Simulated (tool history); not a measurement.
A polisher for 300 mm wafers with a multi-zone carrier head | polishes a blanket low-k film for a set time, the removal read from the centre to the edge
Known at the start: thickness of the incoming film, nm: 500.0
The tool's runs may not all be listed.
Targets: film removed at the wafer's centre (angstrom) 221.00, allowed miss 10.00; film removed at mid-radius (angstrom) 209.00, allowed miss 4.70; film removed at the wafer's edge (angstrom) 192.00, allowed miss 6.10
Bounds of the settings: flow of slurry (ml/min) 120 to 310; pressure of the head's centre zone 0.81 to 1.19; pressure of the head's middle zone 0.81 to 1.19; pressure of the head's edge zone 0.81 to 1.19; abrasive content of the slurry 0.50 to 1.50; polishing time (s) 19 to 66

run  hour  flow of slurry (ml/min)  pressure of the head's centre zone  pressure of the head's middle zone  pressure of the head's edge zone  abrasive content of the slurry  polishing time (s)  film removed at the wafer's centre (angstrom)  film removed at mid-radius (angstrom)  film removed at the wafer's edge (angstrom)
  1   0.0                      200                                1.00                                1.00                              1.00                            1.00                  42                                         149.12                                 145.52                                       148.65
  2   5.9                      220                                1.05                                1.05                              1.03                            1.10                  42                                         158.19                                 158.98                                       157.29
  3  10.5                      220                                1.05                                1.05                              1.03                            1.10                  38                                         140.66                                 144.26                                       139.46
  4  14.9                      220                                1.05                                1.02                              1.03                            1.10                  38                                         144.76                                 142.05                                       141.64
  5  21.8                      240                                1.05                                1.02                              1.03                            1.10                  38                                         152.31                                 140.65                                       140.52
  6  25.2                      255                                1.08                                1.05                              1.03                            1.20                  40                                         162.44                                 157.69                                       155.33
  7  31.4                      270                                1.11                                1.06                              0.99                            1.30                  42                                         190.32                                 174.89                                       165.51
  8  38.5                      290                                1.18                                1.16                              1.09                            1.50                  42                                         213.25                                 200.40                                       179.91

Which of these 5 next moves meets every target?
  A  45.6                      310                                1.18                                1.09                              1.05                            1.50                  41                                              ?                                      ?                                            ?
  B  45.6                      305                                1.19                                1.15                              1.09                            1.45                  45                                              ?                                      ?                                            ?
  C  45.6                      310                                1.19                                1.19                              1.07                            1.50                  41                                              ?                                      ?                                            ?
  D  45.6                      280                                1.08                                1.19                              1.15                            1.45                  44                                              ?                                      ?                                            ?
  E  45.6                      310                                1.19                                1.18                              1.10                            1.50                  40                                              ?                                      ?                                            ?

move  film removed at the wafer's centre (angstrom)  film removed at mid-radius (angstrom)  film removed at the wafer's edge (angstrom)
   A                                         208.59                                 184.79                                       176.81
   B                                         228.05                                 209.68                                       194.67
   C                                         210.52                                 199.28                                       178.02
   D                                         200.32                                 209.41                                       193.52
   E                                         205.37                                 193.00                                       175.81
A: further off than the last run
B: meets every target
C: further off than the last run
D: brings the result that was furthest off to its target, and leaves another outside
E: further off than the last run
Answer: B
